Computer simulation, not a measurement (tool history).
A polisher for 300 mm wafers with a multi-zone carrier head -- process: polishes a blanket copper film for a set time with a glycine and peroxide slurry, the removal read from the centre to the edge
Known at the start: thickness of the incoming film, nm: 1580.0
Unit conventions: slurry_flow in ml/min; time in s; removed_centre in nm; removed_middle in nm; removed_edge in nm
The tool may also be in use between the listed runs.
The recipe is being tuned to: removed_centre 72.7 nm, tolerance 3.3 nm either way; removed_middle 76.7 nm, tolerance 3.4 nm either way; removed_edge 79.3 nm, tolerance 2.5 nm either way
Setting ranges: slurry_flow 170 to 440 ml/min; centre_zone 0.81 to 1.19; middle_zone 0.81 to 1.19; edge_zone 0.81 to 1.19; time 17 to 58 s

run  hour  slurry_flow  centre_zone  middle_zone  edge_zone  time  removed_centre  removed_middle  removed_edge
  1     0          280            1            1          1    37          105.85          104.63        105.94
  2   3.9          280         0.99         0.99       0.99    36          102.09          102.28        101.62
  3  10.2          280         0.99         0.99       0.99    30          85.361          83.779        85.896
  4  11.3          210         0.99         0.99       0.99    30          83.595          83.047        83.335
  5  12.4          210         0.98         0.98       0.99    30          83.694          82.437        83.827
  6  19.5          210         0.98         0.89       0.99    30          81.336          76.221        83.678
  7  28.1          210         0.97         0.89       0.98    30          78.953          76.407         84.71
  8  34.1          210         0.97          0.9       0.97    30          82.827          76.194        83.011
  9  38.4          210         0.96         0.91       0.97    30          79.286          78.146        82.761
 10    45          210         0.95         0.91       0.97    30          78.912          78.744        83.064
 11  47.3          210         0.94         0.91       0.97    30          81.243           76.44        83.681
 12    49          205         0.95         0.92       0.99    30          81.309          78.653         84.84
 13  54.6          205         0.93         0.92       0.98    30          80.394          80.219        82.924
 14  59.1          205         0.92         0.91       0.98    30          75.931          76.662        82.887
 15  62.4          200          0.9         0.93       0.96    30          77.353          79.014        83.031

Pick the move, out of 4, that brings all results within their allowed miss; only one does.
  A  65.7          170         0.93         1.17       0.88    28               ?               ?             ?
  B  65.7          240         1.03         0.85          1    28               ?               ?             ?
  C  65.7          200          0.9         0.96       0.97    29               ?               ?             ?
  D  65.7          195         0.81         1.16       0.97    27               ?               ?             ?

move  removed_centre  removed_middle  removed_edge
   A          72.177          86.993        74.104
   B          80.362          68.265        79.685
   C          73.902          77.151        80.581
   D          63.545          84.242        74.709
A: takes the biggest miss from the last run beyond its target
B: brings the result that was furthest off to its target, and leaves another outside
C: in spec on every target
D: takes the biggest miss from the last run beyond its target
Move C is the one to make.
